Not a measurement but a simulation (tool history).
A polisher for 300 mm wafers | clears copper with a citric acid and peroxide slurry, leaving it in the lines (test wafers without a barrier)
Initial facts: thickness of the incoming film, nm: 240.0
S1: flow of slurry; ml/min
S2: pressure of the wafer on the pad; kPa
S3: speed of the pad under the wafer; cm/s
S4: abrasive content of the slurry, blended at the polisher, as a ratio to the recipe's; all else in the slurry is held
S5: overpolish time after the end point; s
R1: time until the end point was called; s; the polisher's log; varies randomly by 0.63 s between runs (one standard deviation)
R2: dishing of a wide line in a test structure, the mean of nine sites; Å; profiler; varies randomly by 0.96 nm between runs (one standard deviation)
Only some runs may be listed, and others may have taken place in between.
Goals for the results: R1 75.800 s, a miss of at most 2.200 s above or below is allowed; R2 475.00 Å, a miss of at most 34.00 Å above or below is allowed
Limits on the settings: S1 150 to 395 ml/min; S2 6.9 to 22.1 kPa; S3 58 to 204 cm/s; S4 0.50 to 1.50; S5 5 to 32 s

run,hour,S1,S2,S3,S4,S5,R1,R2
1,0.0,250,14.5,130,1.00,16,115.040,240.88
2,0.7,250,14.5,130,1.00,10,116.630,150.50
3,6.2,250,15.2,130,1.00,12,110.690,194.72
4,13.9,250,15.9,130,1.00,13,107.840,219.95
5,22.2,250,15.9,112,1.00,13,120.640,197.35
6,28.6,250,16.5,114,1.00,14,115.070,224.44
7,31.0,250,17.2,116,1.00,14,107.200,228.39
8,34.0,250,17.9,116,1.00,15,105.750,256.76
# hour 36.5: worn pad replaced by a new one
9,36.5,250,18.6,118,1.00,16,93.447,291.84
10,41.2,250,19.3,118,1.00,17,91.559,325.43
11,50.0,250,20.0,118,1.00,17,89.235,322.48

4 candidate next runs follow, results not yet known. Just one meets every target within its allowed miss. Identify it.
A,58.8,250,20.0,112,1.05,19,?,?
B,58.8,315,19.3,86,0.95,32,?,?
C,58.8,280,19.3,144,1.10,22,?,?
D,58.8,270,17.9,176,0.95,10,?,?

move,R1,R2
A,93.158,351.51
B,116.330,454.16
C,77.183,467.25
D,72.057,247.58
A: moves away from the targets compared with the last run
B: moves away from the targets compared with the last run
C: every result within its allowed miss
D: the result that was furthest off in the last run now lies on the other side of its target
C is the move that brings every result within its allowed miss.
